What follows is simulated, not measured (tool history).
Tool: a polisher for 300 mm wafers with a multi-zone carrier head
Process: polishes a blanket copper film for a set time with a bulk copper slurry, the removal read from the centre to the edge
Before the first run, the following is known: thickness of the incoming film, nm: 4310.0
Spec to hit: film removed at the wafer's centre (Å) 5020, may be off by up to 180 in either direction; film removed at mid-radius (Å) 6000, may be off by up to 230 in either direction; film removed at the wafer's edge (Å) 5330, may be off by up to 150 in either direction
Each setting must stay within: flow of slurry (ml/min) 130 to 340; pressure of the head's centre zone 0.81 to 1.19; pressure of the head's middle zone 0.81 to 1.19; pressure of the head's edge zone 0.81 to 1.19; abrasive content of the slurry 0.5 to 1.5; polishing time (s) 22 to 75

| run | hour | flow of slurry (ml/min) | pressure of the head's centre zone | pressure of the head's middle zone | pressure of the head's edge zone | abrasive content of the slurry | polishing time (s) | film removed at the wafer's centre (Å) | film removed at mid-radius (Å) | film removed at the wafer's edge (Å) |
|---|---|---|---|---|---|---|---|---|---|---|
| 1 | 0 | 220 | 1 | 1 | 1 | 1 | 48 | 4035.7 | 4077.2 | 4091 |
| 2 | 8.2 | 230 | 1 | 1.03 | 1.02 | 1.1 | 49 | 4268.9 | 4381.7 | 4309.5 |
| 3 | 10.2 | 235 | 0.99 | 1.06 | 1.04 | 1.15 | 50 | 4216.8 | 4669.7 | 4534 |
| 4 | 18.5 | 235 | 0.99 | 1.06 | 1.04 | 1.15 | 39 | 3367.7 | 3669.9 | 3546.6 |
| 5 | 24.7 | 240 | 1 | 1.08 | 1.05 | 1.2 | 41 | 3615.6 | 3898.2 | 3754.7 |
| 6 | 30.5 | 245 | 1 | 1.1 | 1.05 | 1.25 | 43 | 3794.5 | 4154.3 | 4010.4 |
| 7 | 31 | 250 | 1 | 1.12 | 1.03 | 1.3 | 45 | 4034.3 | 4494.3 | 4176.6 |
| 8 | 33 | 255 | 1 | 1.13 | 1.03 | 1.35 | 47 | 4292 | 4757.6 | 4438.7 |
| 9 | 41.1 | 255 | 1 | 1.13 | 1.03 | 1.35 | 47 | 4297.2 | 4767.9 | 4436.4 |
| 10 | 42.8 | 260 | 0.99 | 1.14 | 1.03 | 1.4 | 48 | 4347.3 | 4985.2 | 4471.7 |
| 11 | 50.4 | 265 | 0.99 | 1.15 | 1.04 | 1.4 | 49 | 4446.7 | 5109.8 | 4634.5 |
| 12 | 55.2 | 265 | 0.99 | 1.16 | 1.04 | 1.4 | 50 | 4565.2 | 5191 | 4698.7 |
| 13 | 58.8 | 265 | 0.98 | 1.16 | 1.04 | 1.4 | 51 | 4652.8 | 5339.2 | 4817.5 |

5 next moves are on the table. One of them brings every result within its allowed miss. Which?
| A | 62.4 | 285 | 0.95 | 1.19 | 1.04 | 1.25 | 57 | ? | ? | ? |
| B | 62.4 | 305 | 1.15 | 1.19 | 0.81 | 1.3 | 53 | ? | ? | ? |
| C | 62.4 | 235 | 0.95 | 0.95 | 1.19 | 1.35 | 54 | ? | ? | ? |
| D | 62.4 | 205 | 0.81 | 1.14 | 1.09 | 1.3 | 56 | ? | ? | ? |
| E | 62.4 | 290 | 0.83 | 1.19 | 1.03 | 1.35 | 54 | ? | ? | ? |

| move | film removed at the wafer's centre (Å) | film removed at mid-radius (Å) | film removed at the wafer's edge (Å) |
|---|---|---|---|
| A | 5038.1 | 6055.5 | 5337.6 |
| B | 5425.7 | 5705.9 | 4483.5 |
| C | 4728.9 | 4708.7 | 5424.1 |
| D | 4314.2 | 5574.1 | 5265.3 |
| E | 4439.3 | 5833.1 | 5113.3 |
A: each result inside its tolerance
B: the biggest miss grows against the last run
C: brings the result that was furthest off to its target, and leaves another outside
D: brings the result that was furthest off to its target, and leaves another outside
E: nearer the targets than the last run, but a result is still out of spec
A is the move that brings every result within its allowed miss.
